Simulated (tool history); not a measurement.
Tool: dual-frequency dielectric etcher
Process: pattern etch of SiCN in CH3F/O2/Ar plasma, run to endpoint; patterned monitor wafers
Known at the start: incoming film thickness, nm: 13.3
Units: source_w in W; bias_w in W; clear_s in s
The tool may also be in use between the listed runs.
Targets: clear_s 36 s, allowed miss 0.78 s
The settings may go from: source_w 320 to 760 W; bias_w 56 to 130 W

run	hour	source_w	bias_w	clear_s
1	0	540	93	29.657
2	8.4	540	101	28.494
3	9.6	500	96	30.494
4	15.7	500	107	28.995
5	21	460	104	29.779
6	23	410	104	31.153
7	27.6	390	100	32.209
8	35	370	97	33.14
9	37.1	360	95	33.495
10	40	350	93	34.249
11	40.7	340	92	34.76
12	44.6	340	91	34.819
13	46.3	340	90	35.1
14	50.1	340	89	35.272

5 next moves are on the table. One of them brings every result within its allowed miss. Which?
A	53.9	330	86	?
B	53.9	450	80	?
C	53.9	360	89	?
D	53.9	350	94	?
E	53.9	360	90	?

move	clear_s
A	35.857
B	33.482
C	34.427
D	33.96
E	34.27
A: meets every target
B: further off than the last run
C: further off than the last run
D: further off than the last run
E: further off than the last run
Move A is the one to make.
